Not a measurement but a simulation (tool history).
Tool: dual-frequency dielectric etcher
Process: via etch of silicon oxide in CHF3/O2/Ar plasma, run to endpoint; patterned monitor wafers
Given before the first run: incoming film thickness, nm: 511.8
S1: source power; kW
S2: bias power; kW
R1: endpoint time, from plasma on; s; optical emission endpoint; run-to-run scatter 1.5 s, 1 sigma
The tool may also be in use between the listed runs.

run  hour    S1     S2      R1
  1     0  0.62  0.222  241.49
  2   5.3  0.62  0.205  251.28
  3  12.9   0.6  0.204  253.82
  4  18.4  0.56  0.204  261.77
  5  26.7  0.56  0.219  257.33
  6  29.2  0.65  0.219  241.33
  7  31.3  0.62  0.217   247.9

Run 8 has not been measured yet. What should we expect?
  8  35.2  0.6  0.215   ?

R1: 248.3 s
